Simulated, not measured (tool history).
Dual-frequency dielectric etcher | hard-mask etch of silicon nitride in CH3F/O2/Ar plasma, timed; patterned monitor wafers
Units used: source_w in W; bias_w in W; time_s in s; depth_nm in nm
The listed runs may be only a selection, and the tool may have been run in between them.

{"run": 1, "hour": 0.0, "source_w": 350, "bias_w": 77, "time_s": 198.0, "depth_nm": 133.81}
{"run": 2, "hour": 8.1, "source_w": 380, "bias_w": 77, "time_s": 198.0, "depth_nm": 137.49}
{"run": 3, "hour": 15.2, "source_w": 410, "bias_w": 78, "time_s": 198.0, "depth_nm": 141.61}
{"run": 4, "hour": 21.3, "source_w": 430, "bias_w": 79, "time_s": 198.0, "depth_nm": 143.95}
{"run": 5, "hour": 29.6, "source_w": 430, "bias_w": 72, "time_s": 198.0, "depth_nm": 139.66}
{"run": 6, "hour": 31.0, "source_w": 440, "bias_w": 75, "time_s": 198.5, "depth_nm": 144.29}
{"run": 7, "hour": 37.8, "source_w": 450, "bias_w": 76, "time_s": 198.5, "depth_nm": 145.48}
{"run": 8, "hour": 42.5, "source_w": 460, "bias_w": 77, "time_s": 198.5, "depth_nm": 147.94}

Run 9 has not been measured yet. What should we expect?
{"run": 9, "hour": 47.0, "source_w": 470, "bias_w": 78, "time_s": 198.5, "depth_nm": "?"}

{"run 9": {"depth_nm": 150.25}}
